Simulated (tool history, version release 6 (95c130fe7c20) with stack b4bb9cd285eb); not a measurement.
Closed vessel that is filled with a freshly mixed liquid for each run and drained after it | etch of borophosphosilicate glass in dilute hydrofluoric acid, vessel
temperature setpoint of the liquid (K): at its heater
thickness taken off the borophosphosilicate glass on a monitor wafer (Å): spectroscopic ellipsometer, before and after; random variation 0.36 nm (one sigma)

run  hour  temperature setpoint of the liquid (K)  parts of water to one part of 49 % hydrofluoric acid (parts by volume)  time in the liquid (s)  thickness taken off the borophosphosilicate glass on a monitor wafer (Å)
  1     0                                  299.15                                                                      80                      30                                                                       161
  2   5.4                                  300.15                                                                      70                      30                                                                    192.68
  3  12.9                                  300.15                                                                      70                      30                                                                    192.63
  4  19.6                                  301.15                                                                      65                      30                                                                    214.82
  5  26.2                                  301.15                                                                      65                      30                                                                    216.95
  6    35                                  302.15                                                                      60                      30                                                                     243.9
     40.9  -- hydrofluoric acid flow meter replaced
  7  40.9                                  302.65                                                                      55                      30                                                                     300.8

Forecast run 8:
  8  43.1                                  303.15                                                                      55                      30                                                                         ?

Run 8 gave thickness taken off the borophosphosilicate glass on a monitor wafer (Å) 304.02.
